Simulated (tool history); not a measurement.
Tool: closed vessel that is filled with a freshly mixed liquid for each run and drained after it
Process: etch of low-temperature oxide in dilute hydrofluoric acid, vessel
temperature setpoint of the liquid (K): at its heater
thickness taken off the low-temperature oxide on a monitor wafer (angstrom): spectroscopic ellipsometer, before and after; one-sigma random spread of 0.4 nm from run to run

run	hour	temperature setpoint of the liquid (K)	parts of water to one part of 49 % hydrofluoric acid (parts by volume)	time in the liquid (s)	thickness taken off the low-temperature oxide on a monitor wafer (angstrom)
1	0	296.15	85	525	909.53
2	2.2	294.15	85	525	831
3	7.6	293.15	85	525	800.47
4	16.3	293.15	85	565	861.28
5	17.5	293.15	70	565	1066.6
6	26.5	292.15	75	565	952.37
7	33	291.65	80	565	868.16
8	39.4	291.15	85	565	788.83
9	47.8	290.65	85	565	772.84

For run 10, what comes out?
10	52.9	290.15	85	565	?

Run 10 measured thickness taken off the low-temperature oxide on a monitor wafer (angstrom) 758.91.
